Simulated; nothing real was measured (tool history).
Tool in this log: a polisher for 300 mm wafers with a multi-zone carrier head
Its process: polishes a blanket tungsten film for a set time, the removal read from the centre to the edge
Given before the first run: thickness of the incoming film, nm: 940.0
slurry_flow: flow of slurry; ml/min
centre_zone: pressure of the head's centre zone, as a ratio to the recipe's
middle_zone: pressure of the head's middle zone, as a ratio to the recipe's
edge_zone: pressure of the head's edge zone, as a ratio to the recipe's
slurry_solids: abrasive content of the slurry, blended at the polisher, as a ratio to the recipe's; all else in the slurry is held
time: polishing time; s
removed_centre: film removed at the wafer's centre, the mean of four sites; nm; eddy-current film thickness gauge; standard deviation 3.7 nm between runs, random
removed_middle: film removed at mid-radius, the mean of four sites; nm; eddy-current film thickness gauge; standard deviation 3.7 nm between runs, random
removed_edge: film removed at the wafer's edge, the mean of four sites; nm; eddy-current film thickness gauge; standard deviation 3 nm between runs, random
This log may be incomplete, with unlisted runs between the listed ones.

run  hour  slurry_flow  centre_zone  middle_zone  edge_zone  slurry_solids  time  removed_centre  removed_middle  removed_edge
  1   0.0          280         1.00         1.00       1.00           1.00    38          202.66          201.86        206.85
  2   6.4          280         1.00         0.94       1.00           1.00    38          205.73          192.64        206.79
  3   8.5          220         1.00         0.94       1.00           1.00    38          189.00          190.05        203.71
  4  12.2          220         1.00         0.94       1.00           1.00    45          232.88          224.14        239.92
  5  14.7          230         0.99         0.99       1.03           1.15    46          242.98          247.32        260.49
  6  22.3          230         0.99         0.99       1.03           1.05    46          240.70          241.16        254.83
  7  25.1          245         0.98         1.03       1.05           1.15    47          252.50          264.34        264.57
  8  25.9          245         0.97         1.04       1.07           1.25    48          255.86          275.28        279.11

Run 9 comes next. What will it give?
     27.1  -- worn pad replaced by a new one
  9  27.1          245         0.97         1.04       1.07           1.25    48               ?               ?             ?

Logged for run 9: removed_centre 291.95 nm, removed_middle 311.92 nm, removed_edge 314.89 nm.

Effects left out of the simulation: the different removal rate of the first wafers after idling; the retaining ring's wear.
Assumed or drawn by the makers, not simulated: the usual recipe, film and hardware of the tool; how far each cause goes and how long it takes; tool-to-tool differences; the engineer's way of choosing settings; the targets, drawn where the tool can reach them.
